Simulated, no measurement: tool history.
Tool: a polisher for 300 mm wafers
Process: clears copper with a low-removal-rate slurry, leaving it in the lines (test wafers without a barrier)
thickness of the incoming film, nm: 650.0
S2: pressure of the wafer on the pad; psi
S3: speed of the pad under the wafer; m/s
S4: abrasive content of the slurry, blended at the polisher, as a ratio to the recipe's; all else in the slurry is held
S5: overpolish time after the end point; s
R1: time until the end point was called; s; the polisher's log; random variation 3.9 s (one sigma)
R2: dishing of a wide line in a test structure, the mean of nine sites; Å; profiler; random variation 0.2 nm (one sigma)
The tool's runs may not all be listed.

Run 1, hour 0: flow of slurry (ml/min) 160, S2 3 psi, S3 1.38 m/s, S4 1, S5 13 s. Result: R1 184.15 s, R2 337.16 Å.
Run 2, hour 4.1: flow of slurry (ml/min) 165, S2 2.7 psi, S3 1.38 m/s, S4 1, S5 12 s. Result: R1 207.46 s, R2 286.4 Å.
Run 3, hour 11.1: flow of slurry (ml/min) 165, S2 2.7 psi, S3 1.38 m/s, S4 1.1, S5 12 s. Result: R1 203.02 s, R2 295.79 Å.
Run 4, hour 11.8: flow of slurry (ml/min) 165, S2 2.7 psi, S3 1.38 m/s, S4 1, S5 12 s. Result: R1 203.34 s, R2 283.7 Å.
Run 5, hour 16.7: flow of slurry (ml/min) 165, S2 2.5 psi, S3 1.38 m/s, S4 0.95, S5 12 s. Result: R1 225.51 s, R2 265.18 Å.
Run 6, hour 23.1: flow of slurry (ml/min) 165, S2 3 psi, S3 1.38 m/s, S4 0.95, S5 12 s. Result: R1 182.46 s, R2 310.6 Å.
Run 7, hour 29.4: flow of slurry (ml/min) 165, S2 2.8 psi, S3 1.36 m/s, S4 0.9, S5 11 s. Result: R1 204.5 s, R2 262.55 Å.

Forecast run 8:
Run 8, hour 37.1: flow of slurry (ml/min) 165, S2 2.7 psi, S3 1.36 m/s, S4 0.85, S5 10 s. Result: R1 ?, R2 ?.

R1: 214.43 s
R2: 230.01 Å

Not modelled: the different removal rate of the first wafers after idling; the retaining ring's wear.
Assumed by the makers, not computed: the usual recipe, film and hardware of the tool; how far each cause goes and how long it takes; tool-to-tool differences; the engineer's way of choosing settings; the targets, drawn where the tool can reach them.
